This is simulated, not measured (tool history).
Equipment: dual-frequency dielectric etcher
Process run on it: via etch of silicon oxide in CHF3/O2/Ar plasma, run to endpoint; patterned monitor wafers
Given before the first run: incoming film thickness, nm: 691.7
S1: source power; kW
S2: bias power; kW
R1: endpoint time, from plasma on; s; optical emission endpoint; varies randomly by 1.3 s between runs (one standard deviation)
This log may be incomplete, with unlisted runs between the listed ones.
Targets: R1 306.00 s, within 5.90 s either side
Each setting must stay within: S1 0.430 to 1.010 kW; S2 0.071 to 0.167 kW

Run 1, hour 0.0: S1 0.720 kW, S2 0.119 kW. Result: R1 346.71 s.
Run 2, hour 6.0: S1 0.720 kW, S2 0.110 kW. Result: R1 351.31 s.
Run 3, hour 13.0: S1 0.780 kW, S2 0.113 kW. Result: R1 337.91 s.
Run 4, hour 16.3: S1 0.780 kW, S2 0.103 kW. Result: R1 343.29 s.
Run 5, hour 25.1: S1 0.690 kW, S2 0.103 kW. Result: R1 360.18 s.
Run 6, hour 31.4: S1 0.630 kW, S2 0.103 kW. Result: R1 377.30 s.
Run 7, hour 37.8: S1 0.710 kW, S2 0.106 kW. Result: R1 358.93 s.
Run 8, hour 39.3: S1 0.770 kW, S2 0.108 kW. Result: R1 345.00 s.
Run 9, hour 42.4: S1 0.820 kW, S2 0.110 kW. Result: R1 334.12 s.
Run 10, hour 44.7: S1 0.860 kW, S2 0.112 kW. Result: R1 326.55 s.
Run 11, hour 50.6: S1 0.890 kW, S2 0.113 kW. Result: R1 321.84 s.
Run 12, hour 59.1: S1 0.910 kW, S2 0.114 kW. Result: R1 320.67 s.
Run 13, hour 61.2: S1 0.910 kW, S2 0.114 kW. Result: R1 318.51 s.
Run 14, hour 67.8: S1 0.930 kW, S2 0.115 kW. Result: R1 316.57 s.
Run 15, hour 73.9: S1 0.950 kW, S2 0.116 kW. Result: R1 313.07 s.

Exactly one of the 5 candidate moves below puts every result within its allowed miss. Which one?
Run A, hour 80.0: S1 0.790 kW, S2 0.140 kW. Result: R1 ?.
Run B, hour 80.0: S1 0.920 kW, S2 0.109 kW. Result: R1 ?.
Run C, hour 80.0: S1 1.010 kW, S2 0.111 kW. Result: R1 ?.
Run D, hour 80.0: S1 0.990 kW, S2 0.098 kW. Result: R1 ?.
Run E, hour 80.0: S1 0.880 kW, S2 0.108 kW. Result: R1 ?.

move      R1
   A  325.93
   B  322.04
   C  309.58
   D  318.57
   E  328.17
A: the biggest miss grows against the last run
B: the biggest miss grows against the last run
C: every result within its allowed miss
D: the biggest miss grows against the last run
E: the biggest miss grows against the last run
C is the move that brings every result within its allowed miss.
